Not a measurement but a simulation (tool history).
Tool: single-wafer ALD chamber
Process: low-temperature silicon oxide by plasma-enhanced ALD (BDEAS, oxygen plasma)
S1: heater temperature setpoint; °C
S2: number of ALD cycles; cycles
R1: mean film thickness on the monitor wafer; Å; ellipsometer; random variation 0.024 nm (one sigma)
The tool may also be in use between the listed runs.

run,hour,S1,S2,R1
1,0,115,30,43.999
2,0.8,113,32,47.168
3,1.6,113,28,41.617
4,6.8,124,28,40.636
5,13.7,124,26,37.535
6,18.4,120,28,40.692
7,20.9,116,30,44.017
8,28.5,113,31,45.687
9,37.3,110,32,47.573

Run 10 has not been measured yet. What should we expect?
10,45.3,107,33,?

{"run 10": {"R1": 49.519}}

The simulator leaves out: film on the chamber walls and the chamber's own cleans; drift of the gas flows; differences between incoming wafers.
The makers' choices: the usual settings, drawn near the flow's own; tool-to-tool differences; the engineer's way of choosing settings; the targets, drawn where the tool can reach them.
